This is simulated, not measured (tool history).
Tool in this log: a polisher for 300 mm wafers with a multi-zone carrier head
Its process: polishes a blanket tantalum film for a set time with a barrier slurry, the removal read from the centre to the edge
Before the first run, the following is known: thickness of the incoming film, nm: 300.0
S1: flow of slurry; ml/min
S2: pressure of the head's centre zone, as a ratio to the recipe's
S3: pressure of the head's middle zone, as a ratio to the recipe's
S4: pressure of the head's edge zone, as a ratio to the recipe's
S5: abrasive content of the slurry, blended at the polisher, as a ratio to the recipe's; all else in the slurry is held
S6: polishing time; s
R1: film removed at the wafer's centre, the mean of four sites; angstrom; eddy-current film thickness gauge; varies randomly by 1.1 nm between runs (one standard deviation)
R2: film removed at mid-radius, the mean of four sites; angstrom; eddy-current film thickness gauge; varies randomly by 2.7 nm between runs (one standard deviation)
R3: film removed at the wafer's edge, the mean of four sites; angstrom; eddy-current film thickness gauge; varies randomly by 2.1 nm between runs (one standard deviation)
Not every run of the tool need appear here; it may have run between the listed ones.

run	hour	S1	S2	S3	S4	S5	S6	R1	R2	R3
1	0	315	1	1	1	1	43	1238.2	1203.6	1226.9
2	8.2	315	1	1	0.92	1	43	1231.8	1216	1168.8
3	14.1	315	1	1	0.84	1	43	1219.7	1230.6	1123
4	22.4	315	1	1	0.81	1	43	1242	1229	1113.5
5	28.2	315	1	1	0.81	1	43	1217.1	1190.5	1089.8
6	35.2	315	1	1	0.81	1	52	1488	1485	1354.3
7	42.6	315	0.99	1.05	0.9	1.1	52	1521.6	1597.5	1450.1

Predict the results of run 8:
# hour 46.9: slurry nozzle cleaned
8	46.9	325	0.93	1.14	1	1.35	53	?	?	?

R1: 1598.7 angstrom
R2: 1923.1 angstrom
R3: 1691.9 angstrom
